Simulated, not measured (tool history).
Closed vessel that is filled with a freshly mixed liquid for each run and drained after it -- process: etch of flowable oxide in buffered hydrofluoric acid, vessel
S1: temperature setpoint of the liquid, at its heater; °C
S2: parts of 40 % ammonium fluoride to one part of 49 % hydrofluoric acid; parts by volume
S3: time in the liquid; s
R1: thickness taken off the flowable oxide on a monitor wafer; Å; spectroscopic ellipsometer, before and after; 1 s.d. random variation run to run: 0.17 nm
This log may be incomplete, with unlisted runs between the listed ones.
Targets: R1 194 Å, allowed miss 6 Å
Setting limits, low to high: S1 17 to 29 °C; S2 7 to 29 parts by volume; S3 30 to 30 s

Run 1, hour 0: S1 21 °C, S2 18 parts by volume, S3 30 s. Result: R1 280.38 Å.
Run 2, hour 8.6: S1 21 °C, S2 13.5 parts by volume, S3 30 s. Result: R1 368.31 Å.
Run 3, hour 15: S1 21 °C, S2 10 parts by volume, S3 30 s. Result: R1 494.35 Å.
Run 4, hour 18.8: S1 19.5 °C, S2 13 parts by volume, S3 30 s. Result: R1 352.51 Å.
Run 5, hour 25.5: S1 18.5 °C, S2 15 parts by volume, S3 30 s. Result: R1 296.34 Å.
Run 6, hour 32.2: S1 18 °C, S2 16.5 parts by volume, S3 30 s. Result: R1 251.83 Å.
Run 7, hour 37: S1 17.5 °C, S2 17.5 parts by volume, S3 30 s. Result: R1 234.22 Å.
Run 8, hour 40.5: S1 17.5 °C, S2 18.5 parts by volume, S3 30 s. Result: R1 221.18 Å.
Run 9, hour 48.5: S1 17.5 °C, S2 19 parts by volume, S3 30 s. Result: R1 215.76 Å.
Run 10, hour 55: S1 17.5 °C, S2 19.5 parts by volume, S3 30 s. Result: R1 210.72 Å.
Run 11, hour 64: S1 17.5 °C, S2 20 parts by volume, S3 30 s. Result: R1 207.43 Å.

Of the 4 settings listed for the next run, only one would bring every result within its allowed miss of target. Which one?
Run A, hour 73: S1 20.5 °C, S2 24.5 parts by volume, S3 30 s. Result: R1 ?.
Run B, hour 73: S1 17.5 °C, S2 22 parts by volume, S3 30 s. Result: R1 ?.
Run C, hour 73: S1 17 °C, S2 23 parts by volume, S3 30 s. Result: R1 ?.
Run D, hour 73: S1 17 °C, S2 24 parts by volume, S3 30 s. Result: R1 ?.

move      R1
   A  209.06
   B  190.04
   C  179.09
   D  173.89
A: further off than the last run
B: each result inside its tolerance
C: takes the result that was furthest off past its target
D: takes the result that was furthest off past its target
Go with B: it meets all targets.

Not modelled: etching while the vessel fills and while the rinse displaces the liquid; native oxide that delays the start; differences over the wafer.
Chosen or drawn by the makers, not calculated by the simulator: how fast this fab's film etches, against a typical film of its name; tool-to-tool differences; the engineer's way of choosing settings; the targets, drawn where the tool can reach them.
